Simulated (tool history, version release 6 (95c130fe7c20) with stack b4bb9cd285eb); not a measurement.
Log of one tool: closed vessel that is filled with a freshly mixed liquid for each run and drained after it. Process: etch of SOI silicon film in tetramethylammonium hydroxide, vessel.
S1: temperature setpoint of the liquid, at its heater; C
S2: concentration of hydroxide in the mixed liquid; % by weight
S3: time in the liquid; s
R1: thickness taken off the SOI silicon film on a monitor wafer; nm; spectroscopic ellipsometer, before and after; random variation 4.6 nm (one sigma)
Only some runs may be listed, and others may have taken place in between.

| run | hour | S1 | S2 | S3 | R1 |
|---|---|---|---|---|---|
| 1 | 0 | 69 | 9 | 90 | 603.24 |
| 2 | 1.5 | 68.5 | 9 | 90 | 589.14 |
| 3 | 3 | 68 | 9 | 90 | 580.21 |
| 4 | 6.7 | 71 | 9 | 90 | 685.91 |
| 5 | 15.8 | 74 | 9 | 90 | 818.22 |
| 6 | 20.7 | 69.5 | 9 | 90 | 625.73 |
| 7 | 25 | 69 | 9 | 90 | 616.49 |

Run 8 is up next; what results do you expect?
| 8 | 33 | 69 | 9 | 90 | ? |

{"run 8": {"R1": 620}}

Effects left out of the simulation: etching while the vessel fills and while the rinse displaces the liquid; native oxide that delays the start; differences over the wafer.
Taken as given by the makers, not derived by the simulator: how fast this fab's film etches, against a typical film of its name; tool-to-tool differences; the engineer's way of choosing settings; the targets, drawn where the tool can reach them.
